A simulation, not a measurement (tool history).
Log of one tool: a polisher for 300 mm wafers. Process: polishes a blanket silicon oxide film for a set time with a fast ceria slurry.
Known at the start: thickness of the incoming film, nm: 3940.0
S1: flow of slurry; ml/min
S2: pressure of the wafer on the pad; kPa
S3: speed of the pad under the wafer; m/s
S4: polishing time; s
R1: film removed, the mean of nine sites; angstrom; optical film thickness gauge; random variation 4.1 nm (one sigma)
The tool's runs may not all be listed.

run 1 hour=0.0 | S1=225 S2=11.7 S3=1.00 S4=38 | R1=3008.4
run 2 hour=5.6 | S1=225 S2=12.4 S3=1.00 S4=38 | R1=3149.7
run 3 hour=12.9 | S1=275 S2=12.4 S3=1.00 S4=38 | R1=3295.8
run 4 hour=19.8 | S1=280 S2=13.1 S3=1.00 S4=38 | R1=3373.5
run 5 hour=23.4 | S1=280 S2=11.7 S3=1.00 S4=38 | R1=3105.9
run 6 hour=25.7 | S1=280 S2=12.4 S3=1.00 S4=38 | R1=3143.3
run 7 hour=34.3 | S1=280 S2=13.1 S3=1.00 S4=38 | R1=3298.0
run 8 hour=35.0 | S1=280 S2=13.8 S3=1.00 S4=38 | R1=3443.3
run 9 hour=38.0 | S1=280 S2=14.5 S3=1.00 S4=38 | R1=3583.4
run 10 hour=46.5 | S1=280 S2=15.2 S3=1.00 S4=38 | R1=3750.7

Forecast run 11:
run 11 hour=53.0 | S1=280 S2=15.9 S3=1.00 S4=38 | R1=?

R1: 3796.5 angstrom
